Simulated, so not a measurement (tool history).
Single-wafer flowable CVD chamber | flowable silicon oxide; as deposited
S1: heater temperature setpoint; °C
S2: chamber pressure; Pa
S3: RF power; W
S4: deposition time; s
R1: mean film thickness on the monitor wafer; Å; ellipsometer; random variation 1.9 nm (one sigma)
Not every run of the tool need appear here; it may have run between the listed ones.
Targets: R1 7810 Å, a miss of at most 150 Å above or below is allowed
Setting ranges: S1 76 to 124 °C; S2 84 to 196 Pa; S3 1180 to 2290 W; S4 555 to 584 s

run	hour	S1	S2	S3	S4	R1
1	0	100	140	1735	584	4987.3
2	3.1	100	140	1570	584	4828
3	9.4	98	140	1570	584	5172.2
4	17.2	98	155	1570	584	5656.4
5	18	97	155	1570	584	5843.1
6	27.1	96	155	1570	584	6048.7
7	32.2	95	155	1570	584	6269.4
8	39.5	94	155	1570	584	6446.2
9	48.3	93	155	1570	584	6681.8
10	52.6	92	155	1570	584	6914.2
11	60.3	91	155	1570	584	7137.3
12	64.3	89	155	1570	584	7620.1

Below are 4 possible settings for the next run. Only one of them brings all results inside the allowed miss of their targets. Which is it?
A	68.3	88	159	1670	559	?
B	68.3	87	153	1530	555	?
C	68.3	86	163	1320	583	?
D	68.3	90	157	1540	581	?

move	R1
A	7857.5
B	7576.9
C	8145.5
D	7436.3
A: meets every target
B: lands further from the targets than the last run did
C: takes the result that was furthest off past its target
D: lands further from the targets than the last run did
So the answer is move A, the one that meets all the targets.
